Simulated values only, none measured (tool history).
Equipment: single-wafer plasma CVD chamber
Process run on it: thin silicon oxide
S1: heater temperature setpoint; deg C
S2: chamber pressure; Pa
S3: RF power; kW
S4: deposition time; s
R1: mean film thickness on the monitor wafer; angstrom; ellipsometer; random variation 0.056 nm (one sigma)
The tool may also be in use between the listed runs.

run	hour	S1	S2	S3	S4	R1
1	0.0	425	116.7	0.340	5.93	124.03
2	5.8	431	116.7	0.340	5.93	122.86
3	8.0	440	116.7	0.340	5.93	122.53
4	10.0	434	116.7	0.340	5.93	122.52
5	10.6	434	101.1	0.340	5.93	105.57
6	18.7	434	108.7	0.340	5.93	115.47
7	26.4	434	115.3	0.340	5.93	122.59

Predict the results of run 8:
8	28.5	434	120.1	0.340	5.93	?

R1: 126.92 angstrom
